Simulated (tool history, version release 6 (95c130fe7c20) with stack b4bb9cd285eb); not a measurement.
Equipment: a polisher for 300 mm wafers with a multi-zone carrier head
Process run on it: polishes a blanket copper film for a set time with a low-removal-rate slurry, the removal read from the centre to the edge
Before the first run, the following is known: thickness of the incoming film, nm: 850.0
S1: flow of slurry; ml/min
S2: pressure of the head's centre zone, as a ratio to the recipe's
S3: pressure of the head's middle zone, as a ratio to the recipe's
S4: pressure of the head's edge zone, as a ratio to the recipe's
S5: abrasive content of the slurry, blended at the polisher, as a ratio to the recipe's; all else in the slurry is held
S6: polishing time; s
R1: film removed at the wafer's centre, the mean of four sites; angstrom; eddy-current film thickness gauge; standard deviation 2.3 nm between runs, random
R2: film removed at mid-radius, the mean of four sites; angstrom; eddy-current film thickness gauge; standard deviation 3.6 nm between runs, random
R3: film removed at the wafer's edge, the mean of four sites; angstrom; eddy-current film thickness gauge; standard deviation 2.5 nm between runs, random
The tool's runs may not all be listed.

| run | day | S1 | S2 | S3 | S4 | S5 | S6 | R1 | R2 | R3 |
|---|---|---|---|---|---|---|---|---|---|---|
| 1 | 0 | 270 | 1 | 1 | 1 | 1 | 69 | 2631.8 | 2609 | 2644.8 |
| 2 | 0.196 | 275 | 1.01 | 1 | 1.03 | 1.05 | 69 | 2722.3 | 2659.4 | 2691.3 |
| 3 | 0.558 | 275 | 1 | 0.99 | 1.05 | 1.1 | 70 | 2754.3 | 2686.4 | 2796.4 |
| 4 | 0.917 | 280 | 1 | 0.99 | 1.07 | 1.15 | 70 | 2776.9 | 2752.2 | 2835.3 |
| 5 | 1.171 | 320 | 1 | 0.99 | 1.07 | 1.15 | 70 | 2821.7 | 2718.7 | 2879.2 |
| 6 | 1.283 | 320 | 1 | 0.99 | 1.07 | 1.15 | 82 | 3317.6 | 3273.9 | 3385.2 |
| 7 | 1.383 | 315 | 1 | 0.98 | 1.06 | 1.15 | 82 | 3327.7 | 3178.1 | 3345 |

Forecast run 8:
| 8 | 1.55 | 310 | 0.99 | 0.97 | 1.05 | 1.15 | 82 | ? | ? | ? |

Run 8 gave R1 3278.7 angstrom, R2 3168.2 angstrom, R3 3313.2 angstrom.
